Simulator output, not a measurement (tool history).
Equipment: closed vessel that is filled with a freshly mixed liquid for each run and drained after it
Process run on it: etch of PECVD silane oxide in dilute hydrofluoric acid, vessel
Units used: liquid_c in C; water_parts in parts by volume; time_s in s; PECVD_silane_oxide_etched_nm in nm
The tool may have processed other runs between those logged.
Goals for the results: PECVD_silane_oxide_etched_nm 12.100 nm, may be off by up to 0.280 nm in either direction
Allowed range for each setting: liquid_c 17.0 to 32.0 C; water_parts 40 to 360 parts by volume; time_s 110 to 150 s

| run | hour | liquid_c | water_parts | time_s | PECVD_silane_oxide_etched_nm |
|---|---|---|---|---|---|
| 1 | 0.0 | 24.0 | 200 | 150 | 15.405 |
| 2 | 5.7 | 24.0 | 200 | 150 | 15.446 |
| 3 | 9.8 | 22.5 | 200 | 150 | 14.566 |
| 4 | 18.1 | 22.5 | 200 | 110 | 10.672 |
| 5 | 23.1 | 23.0 | 200 | 110 | 10.840 |
| 6 | 24.0 | 23.0 | 200 | 150 | 14.833 |
| 7 | 31.3 | 22.0 | 200 | 150 | 14.304 |
| 8 | 33.7 | 21.0 | 200 | 150 | 13.764 |
| 9 | 42.1 | 20.5 | 200 | 150 | 13.570 |
| 10 | 42.8 | 20.0 | 200 | 150 | 13.226 |
| 11 | 49.2 | 19.5 | 200 | 150 | 13.074 |
| 12 | 53.5 | 19.0 | 200 | 150 | 12.859 |
| 13 | 54.5 | 18.5 | 200 | 150 | 12.441 |

Next run, 4 choices. One meets every target within its allowed miss, the rest don't. Which?
| A | 55.5 | 19.0 | 180 | 125 | ? |
| B | 55.5 | 17.5 | 165 | 125 | ? |
| C | 55.5 | 19.0 | 190 | 140 | ? |
| D | 55.5 | 18.0 | 155 | 120 | ? |

| move | PECVD_silane_oxide_etched_nm |
|---|---|
| A | 12.119 |
| B | 12.634 |
| C | 12.734 |
| D | 13.304 |
A: in spec on every target
B: moves away from the targets compared with the last run
C: moves away from the targets compared with the last run
D: moves away from the targets compared with the last run
Answer: A
